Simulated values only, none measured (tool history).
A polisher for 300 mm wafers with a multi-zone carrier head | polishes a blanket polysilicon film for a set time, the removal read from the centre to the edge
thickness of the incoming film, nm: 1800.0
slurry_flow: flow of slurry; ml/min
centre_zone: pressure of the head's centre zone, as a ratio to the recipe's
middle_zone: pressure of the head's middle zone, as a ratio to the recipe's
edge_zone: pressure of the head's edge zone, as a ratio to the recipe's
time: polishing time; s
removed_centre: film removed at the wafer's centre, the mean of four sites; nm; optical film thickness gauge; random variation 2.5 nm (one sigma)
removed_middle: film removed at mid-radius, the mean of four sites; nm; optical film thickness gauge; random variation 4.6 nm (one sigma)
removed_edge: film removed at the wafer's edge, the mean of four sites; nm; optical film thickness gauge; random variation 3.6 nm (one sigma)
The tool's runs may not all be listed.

{"run": 1, "hour": 0.0, "slurry_flow": 235, "centre_zone": 1, "middle_zone": 1, "edge_zone": 1, "time": 60, "removed_centre": 301.85, "removed_middle": 295.72, "removed_edge": 311.7}
{"run": 2, "hour": 3.8, "slurry_flow": 235, "centre_zone": 1, "middle_zone": 1, "edge_zone": 0.96, "time": 60, "removed_centre": 295.47, "removed_middle": 304.86, "removed_edge": 297.24}
{"run": 3, "hour": 11.4, "slurry_flow": 235, "centre_zone": 1, "middle_zone": 1, "edge_zone": 0.93, "time": 60, "removed_centre": 296.94, "removed_middle": 302.1, "removed_edge": 297.93}
{"run": 4, "hour": 12.3, "slurry_flow": 235, "centre_zone": 1, "middle_zone": 1.09, "edge_zone": 0.93, "time": 60, "removed_centre": 296.32, "removed_middle": 323.61, "removed_edge": 295.71}
{"run": 5, "hour": 21.2, "slurry_flow": 235, "centre_zone": 0.93, "middle_zone": 1.09, "edge_zone": 0.93, "time": 60, "removed_centre": 279.73, "removed_middle": 326.53, "removed_edge": 297.43}
{"run": 6, "hour": 23.4, "slurry_flow": 235, "centre_zone": 0.93, "middle_zone": 1.09, "edge_zone": 0.99, "time": 60, "removed_centre": 279.66, "removed_middle": 326.69, "removed_edge": 299.76}
{"run": 7, "hour": 24.0, "slurry_flow": 235, "centre_zone": 0.92, "middle_zone": 1.06, "edge_zone": 1.01, "time": 62, "removed_centre": 285.99, "removed_middle": 328.87, "removed_edge": 317.74}
{"run": 8, "hour": 26.1, "slurry_flow": 235, "centre_zone": 0.92, "middle_zone": 1.06, "edge_zone": 1.01, "time": 62, "removed_centre": 283.01, "removed_middle": 323.42, "removed_edge": 317.64}
{"run": 9, "hour": 30.6, "slurry_flow": 240, "centre_zone": 0.92, "middle_zone": 1.05, "edge_zone": 1.03, "time": 63, "removed_centre": 287.21, "removed_middle": 331.38, "removed_edge": 326.07}
{"run": 10, "hour": 33.3, "slurry_flow": 240, "centre_zone": 0.93, "middle_zone": 1.03, "edge_zone": 1.05, "time": 64, "removed_centre": 297.77, "removed_middle": 333.21, "removed_edge": 337.59}

Run 11 comes next. What will it give?
{"run": 11, "hour": 34.8, "slurry_flow": 245, "centre_zone": 0.93, "middle_zone": 1.02, "edge_zone": 1.07, "time": 65, "removed_centre": "?", "removed_middle": "?", "removed_edge": "?"}

removed_centre: 302.09 nm
removed_middle: 330.31 nm
removed_edge: 344.63 nm

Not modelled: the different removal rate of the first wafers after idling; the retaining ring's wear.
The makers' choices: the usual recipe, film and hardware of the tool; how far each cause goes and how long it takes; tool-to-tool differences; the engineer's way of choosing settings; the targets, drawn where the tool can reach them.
